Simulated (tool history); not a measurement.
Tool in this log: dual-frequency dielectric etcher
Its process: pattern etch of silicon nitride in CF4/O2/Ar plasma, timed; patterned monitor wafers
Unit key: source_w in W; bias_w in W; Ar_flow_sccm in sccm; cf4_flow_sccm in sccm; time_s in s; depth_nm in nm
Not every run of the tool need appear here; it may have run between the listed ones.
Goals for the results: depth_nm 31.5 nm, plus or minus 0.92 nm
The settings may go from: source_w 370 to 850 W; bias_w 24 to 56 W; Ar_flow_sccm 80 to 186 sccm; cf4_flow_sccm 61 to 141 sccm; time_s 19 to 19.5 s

{"run": 1, "day": 0.0, "source_w": 610, "bias_w": 40, "Ar_flow_sccm": 133, "cf4_flow_sccm": 101, "time_s": 19, "depth_nm": 38.123}
{"run": 2, "day": 0.238, "source_w": 590, "bias_w": 40, "Ar_flow_sccm": 133, "cf4_flow_sccm": 101, "time_s": 19, "depth_nm": 36.334}
{"run": 3, "day": 0.383, "source_w": 590, "bias_w": 40, "Ar_flow_sccm": 133, "cf4_flow_sccm": 101, "time_s": 19.5, "depth_nm": 37.733}
{"run": 4, "day": 0.679, "source_w": 580, "bias_w": 40, "Ar_flow_sccm": 133, "cf4_flow_sccm": 101, "time_s": 19.5, "depth_nm": 36.95}
{"run": 5, "day": 0.921, "source_w": 570, "bias_w": 40, "Ar_flow_sccm": 133, "cf4_flow_sccm": 101, "time_s": 19.5, "depth_nm": 36.282}
{"run": 6, "day": 1.042, "source_w": 570, "bias_w": 43, "Ar_flow_sccm": 133, "cf4_flow_sccm": 101, "time_s": 19.5, "depth_nm": 37.034}
{"run": 7, "day": 1.342, "source_w": 560, "bias_w": 43, "Ar_flow_sccm": 133, "cf4_flow_sccm": 101, "time_s": 19.5, "depth_nm": 36.346}
{"run": 8, "day": 1.542, "source_w": 550, "bias_w": 43, "Ar_flow_sccm": 133, "cf4_flow_sccm": 101, "time_s": 19.5, "depth_nm": 35.835}
{"run": 9, "day": 1.758, "source_w": 540, "bias_w": 43, "Ar_flow_sccm": 133, "cf4_flow_sccm": 101, "time_s": 19.5, "depth_nm": 34.903}

Exactly one of the 5 candidate moves below puts every result within its allowed miss. Which one?
{"run": "A", "day": 1.975, "source_w": 570, "bias_w": 42, "Ar_flow_sccm": 127, "cf4_flow_sccm": 93, "time_s": 19.5, "depth_nm": "?"}
{"run": "B", "day": 1.975, "source_w": 600, "bias_w": 43, "Ar_flow_sccm": 141, "cf4_flow_sccm": 102, "time_s": 19.5, "depth_nm": "?"}
{"run": "C", "day": 1.975, "source_w": 530, "bias_w": 49, "Ar_flow_sccm": 154, "cf4_flow_sccm": 97, "time_s": 19, "depth_nm": "?"}
{"run": "D", "day": 1.975, "source_w": 540, "bias_w": 45, "Ar_flow_sccm": 138, "cf4_flow_sccm": 105, "time_s": 19.5, "depth_nm": "?"}
{"run": "E", "day": 1.975, "source_w": 480, "bias_w": 44, "Ar_flow_sccm": 134, "cf4_flow_sccm": 119, "time_s": 19.5, "depth_nm": "?"}

move=A depth_nm=36.897
move=B depth_nm=38.997
move=C depth_nm=34.106
move=D depth_nm=35.608
move=E depth_nm=31.621
A: further off than the last run
B: further off than the last run
C: gains on the last run, yet a result remains outside its allowed miss
D: further off than the last run
E: in spec on every target
E is the move that brings every result within its allowed miss.

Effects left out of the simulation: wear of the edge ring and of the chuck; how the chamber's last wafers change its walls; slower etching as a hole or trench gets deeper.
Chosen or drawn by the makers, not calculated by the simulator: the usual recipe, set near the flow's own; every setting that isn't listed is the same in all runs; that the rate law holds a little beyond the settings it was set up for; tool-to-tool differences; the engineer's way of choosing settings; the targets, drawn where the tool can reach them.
